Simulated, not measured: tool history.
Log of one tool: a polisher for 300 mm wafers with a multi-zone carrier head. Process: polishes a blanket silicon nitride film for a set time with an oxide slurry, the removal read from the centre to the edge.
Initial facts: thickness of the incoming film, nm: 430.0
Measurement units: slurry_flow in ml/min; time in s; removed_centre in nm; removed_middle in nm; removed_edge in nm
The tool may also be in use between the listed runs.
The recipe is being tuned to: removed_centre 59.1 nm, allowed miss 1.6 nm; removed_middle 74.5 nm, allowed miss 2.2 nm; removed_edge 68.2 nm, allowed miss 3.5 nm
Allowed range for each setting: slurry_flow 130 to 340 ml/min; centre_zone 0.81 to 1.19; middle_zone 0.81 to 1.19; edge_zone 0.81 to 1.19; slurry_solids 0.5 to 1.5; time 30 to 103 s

run    day  slurry_flow  centre_zone  middle_zone  edge_zone  slurry_solids  time  removed_centre  removed_middle  removed_edge
  1      0          220            1            1          1              1    66          35.409          35.418         35.78
  2   0.35          230         0.99         1.04       1.03            1.1    71          39.418          42.505        41.084
  3  0.583          230         0.99         1.04       0.94            1.1    71           39.41          42.411        37.617
  4  0.671          235         0.99         1.06       0.99            1.2    74          43.792          47.478         44.16
  5  1.042          235         0.99         1.06       1.04            1.2    74          44.137          46.847        45.396
  6  1.308          235         0.99         1.06       0.96            1.2    74          43.541          46.785        42.576
  7  1.662          235         0.99         1.06       0.96            1.2    74          43.461          47.024        42.689
  8  1.975          245         0.98         1.09       0.99           1.25    76          45.568          50.604        46.113
  9  2.125          240         0.96         1.11          1            1.3    79          47.581          54.231        48.847
 10  2.429          255         0.95         1.13       1.02           1.35    81          48.971          57.283         50.24
 11  2.692          250         0.94         1.14       1.04            1.4    84           50.33          61.432        53.834
 12  2.808          240         0.94         1.15       1.06            1.4    86          51.554          62.061        55.558
 13  3.154          250         0.94         1.16       1.08            1.4    88           53.47           63.91         56.93
 14  3.317          245         0.93         1.16       1.09            1.4    90          53.613          67.183        59.549
 15  3.342          245         0.93         1.16        1.1            1.4    91          54.507           66.75        59.998
 16  3.617          285          0.9         1.19       1.19            1.5    94           56.82            73.4        67.065
 17  3.929          285          0.9         1.19       1.19            1.5    94          57.083          75.412        66.715
 18  4.242          285          0.9         1.18       1.19            1.5    94          57.292          73.093        67.726
 19  4.538          290          0.9         1.18       1.19            1.5    94          57.141          73.986        66.263
 20  4.808          285          0.9         1.18       1.19            1.5    94          57.266          73.822        68.884
 21  4.917          290          0.9         1.18       1.19            1.5    94          56.183          73.402        67.275
     4.958  -- worn pad replaced by a new one
 22  4.958          290         0.91         1.18       1.19            1.5    94          65.086          83.897        77.442

5 next moves are on the table. One of them brings every result within its allowed miss. Which?
  A    5          260         0.88         1.19       1.09           1.45    90               ?               ?             ?
  B    5          290         0.87         1.03       1.19            1.5    93               ?               ?             ?
  C    5          270         0.82         1.12       1.18            1.5    95               ?               ?             ?
  D    5          310         0.81         1.01       1.19            1.5    94               ?               ?             ?
  E    5          210         0.91         1.15       1.11            1.4    90               ?               ?             ?

move  removed_centre  removed_middle  removed_edge
   A          59.375          78.631        69.371
   B          61.998          73.399        76.688
   C          59.343          80.125        77.582
   D          58.613          73.348        77.822
   E          59.369           73.94        68.145
A: better than the last run, though not everything is in spec
B: gets the furthest-off result to its target, but another result is out of tolerance
C: better than the last run, though not everything is in spec
D: gets the furthest-off result to its target, but another result is out of tolerance
E: meets every target
The right move is E.
